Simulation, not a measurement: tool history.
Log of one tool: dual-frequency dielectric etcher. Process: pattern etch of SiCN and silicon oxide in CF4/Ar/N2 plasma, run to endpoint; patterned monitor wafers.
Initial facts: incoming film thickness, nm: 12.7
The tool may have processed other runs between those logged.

run  hour  source power (W)  bias power (W)  Ar flow (sccm)  CF4 flow (sccm)  endpoint time (s)
  1     0               560              78             103               75             11.624
  2   5.1               530              77             104               75              12.21
  3  10.7               500              76             105               75             13.043
  4  15.8               500              76             105               66             13.223
  5  24.2               480              76             105               66             13.528
  6  28.1               480              90             105               66             12.718
  7  30.8               460              88             106               66             13.344
  8  39.1               440              87             107               66             13.758
  9  44.9               420              86             108               66             14.364

For run 10, what comes out?
 10  50.5               410              85             109               66                  ?

Run 10 came out at endpoint time (s) 14.976.

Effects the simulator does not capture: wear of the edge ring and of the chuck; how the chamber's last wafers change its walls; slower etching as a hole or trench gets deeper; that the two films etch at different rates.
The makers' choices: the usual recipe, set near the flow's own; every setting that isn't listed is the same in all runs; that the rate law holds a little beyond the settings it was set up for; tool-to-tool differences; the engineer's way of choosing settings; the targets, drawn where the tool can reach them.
